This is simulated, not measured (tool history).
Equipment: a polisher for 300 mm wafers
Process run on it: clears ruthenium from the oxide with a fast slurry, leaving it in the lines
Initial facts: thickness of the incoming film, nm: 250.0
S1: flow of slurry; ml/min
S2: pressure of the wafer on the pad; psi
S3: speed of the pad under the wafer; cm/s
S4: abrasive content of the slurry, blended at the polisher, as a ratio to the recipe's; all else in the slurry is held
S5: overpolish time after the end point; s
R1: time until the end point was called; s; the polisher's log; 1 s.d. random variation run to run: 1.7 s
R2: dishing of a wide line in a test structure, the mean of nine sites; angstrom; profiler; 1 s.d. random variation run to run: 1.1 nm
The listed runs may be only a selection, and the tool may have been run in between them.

{"run": 1, "day": 0.0, "S1": 140, "S2": 2.5, "S3": 130, "S4": 1, "S5": 22, "R1": 58.658, "R2": 688.83}
{"run": 2, "day": 0.221, "S1": 140, "S2": 1.9, "S3": 130, "S4": 1, "S5": 22, "R1": 74.186, "R2": 553.08}
{"run": 3, "day": 0.333, "S1": 140, "S2": 1.6, "S3": 130, "S4": 1, "S5": 22, "R1": 87.918, "R2": 513.66}
{"run": 4, "day": 0.6, "S1": 140, "S2": 1.6, "S3": 130, "S4": 0.9, "S5": 22, "R1": 91.676, "R2": 479.09}
{"day": 0.738, "done": "slurry nozzle cleaned"}
{"run": 5, "day": 0.738, "S1": 120, "S2": 1.6, "S3": 130, "S4": 0.9, "S5": 22, "R1": 89.626, "R2": 512.8}
{"run": 6, "day": 0.854, "S1": 120, "S2": 1.3, "S3": 130, "S4": 0.9, "S5": 22, "R1": 106.22, "R2": 416.26}

Run 7 has not been measured yet. What should we expect?
{"run": 7, "day": 0.917, "S1": 120, "S2": 1.3, "S3": 126, "S4": 0.9, "S5": 25, "R1": "?", "R2": "?"}

{"run 7": {"R1": 108.9, "R2": 450.91}}
